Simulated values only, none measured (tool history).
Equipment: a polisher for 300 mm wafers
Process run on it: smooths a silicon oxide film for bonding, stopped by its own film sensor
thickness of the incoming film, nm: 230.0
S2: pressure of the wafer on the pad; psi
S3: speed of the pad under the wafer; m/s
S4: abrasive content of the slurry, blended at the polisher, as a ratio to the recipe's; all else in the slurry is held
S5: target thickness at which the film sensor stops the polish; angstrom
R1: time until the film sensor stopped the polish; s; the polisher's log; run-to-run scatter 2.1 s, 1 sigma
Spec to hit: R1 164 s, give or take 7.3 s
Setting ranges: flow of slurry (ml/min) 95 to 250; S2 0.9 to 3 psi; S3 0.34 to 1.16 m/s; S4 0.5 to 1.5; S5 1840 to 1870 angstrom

{"run": 1, "hour": 0.0, "flow of slurry (ml/min)": 160, "S2": 1.9, "S3": 0.74, "S4": 1, "S5": 1870, "R1": 79.752}
{"run": 2, "hour": 6.1, "flow of slurry (ml/min)": 160, "S2": 1.7, "S3": 0.74, "S4": 1, "S5": 1870, "R1": 87.876}
{"run": 3, "hour": 8.7, "flow of slurry (ml/min)": 160, "S2": 1.7, "S3": 0.74, "S4": 1, "S5": 1840, "R1": 95.615}
{"run": 4, "hour": 13.4, "flow of slurry (ml/min)": 160, "S2": 1.7, "S3": 0.74, "S4": 1, "S5": 1840, "R1": 95.776}
{"run": 5, "hour": 18.9, "flow of slurry (ml/min)": 160, "S2": 1.5, "S3": 0.72, "S4": 1, "S5": 1840, "R1": 109.64}
{"run": 6, "hour": 24.3, "flow of slurry (ml/min)": 160, "S2": 1.4, "S3": 0.7, "S4": 1, "S5": 1840, "R1": 118.86}
{"run": 7, "hour": 31.9, "flow of slurry (ml/min)": 160, "S2": 1.3, "S3": 0.7, "S4": 1, "S5": 1840, "R1": 128.68}
{"run": 8, "hour": 34.3, "flow of slurry (ml/min)": 160, "S2": 1.2, "S3": 0.7, "S4": 1, "S5": 1840, "R1": 140.06}
{"run": 9, "hour": 37.7, "flow of slurry (ml/min)": 155, "S2": 1.1, "S3": 0.7, "S4": 1, "S5": 1840, "R1": 151.26}
{"run": 10, "hour": 40.3, "flow of slurry (ml/min)": 150, "S2": 1.1, "S3": 0.7, "S4": 1, "S5": 1840, "R1": 151.25}
{"run": 11, "hour": 41.0, "flow of slurry (ml/min)": 145, "S2": 1.1, "S3": 0.7, "S4": 1, "S5": 1840, "R1": 149.46}

Exercise: of the 5 proposed moves below, exactly one satisfies all targets within the stated allowed misses. Which move is it?
{"run": "A", "hour": 41.7, "flow of slurry (ml/min)": 175, "S2": 1, "S3": 0.74, "S4": 0.9, "S5": 1840, "R1": "?"}
{"run": "B", "hour": 41.7, "flow of slurry (ml/min)": 145, "S2": 1, "S3": 0.74, "S4": 1.15, "S5": 1860, "R1": "?"}
{"run": "C", "hour": 41.7, "flow of slurry (ml/min)": 160, "S2": 1.2, "S3": 0.6, "S4": 1.15, "S5": 1840, "R1": "?"}
{"run": "D", "hour": 41.7, "flow of slurry (ml/min)": 140, "S2": 1.2, "S3": 0.7, "S4": 1.05, "S5": 1860, "R1": "?"}
{"run": "E", "hour": 41.7, "flow of slurry (ml/min)": 160, "S2": 1.3, "S3": 0.66, "S4": 1, "S5": 1840, "R1": "?"}

move=A R1=160.3
move=B R1=142.76
move=C R1=146.15
move=D R1=130.11
move=E R1=132.39
A: meets every target
B: the biggest miss grows against the last run
C: the biggest miss grows against the last run
D: the biggest miss grows against the last run
E: the biggest miss grows against the last run
A is the move that brings every result within its allowed miss.

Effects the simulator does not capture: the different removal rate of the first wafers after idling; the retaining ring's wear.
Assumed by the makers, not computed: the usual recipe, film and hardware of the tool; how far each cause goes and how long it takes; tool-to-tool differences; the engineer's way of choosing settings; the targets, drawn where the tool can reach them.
